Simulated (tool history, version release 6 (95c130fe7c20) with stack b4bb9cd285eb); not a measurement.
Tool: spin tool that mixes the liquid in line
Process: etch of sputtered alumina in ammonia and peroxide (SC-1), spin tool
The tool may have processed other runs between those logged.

| run | hour | temperature setpoint of the liquid (C) | parts of 29 % ammonia solution to one part of 30 % peroxide (parts by volume) | time under the liquid (s) | thickness taken off the sputtered alumina on a monitor wafer (nm) |
|---|---|---|---|---|---|
| 1 | 0.0 | 60.0 | 0.4 | 240 | 17.541 |
| 2 | 2.0 | 61.5 | 0.4 | 240 | 19.068 |
| 3 | 9.5 | 61.5 | 0.5 | 240 | 19.393 |
| 4 | 15.4 | 62.5 | 0.5 | 240 | 20.367 |
| 5 | 22.3 | 63.0 | 0.5 | 240 | 20.945 |
| 6 | 24.9 | 63.5 | 0.5 | 240 | 21.350 |

Run 7 is up next; what results do you expect?
| 7 | 32.2 | 64.0 | 0.5 | 240 | ? |

Logged for run 7: thickness taken off the sputtered alumina on a monitor wafer (nm) 21.925.
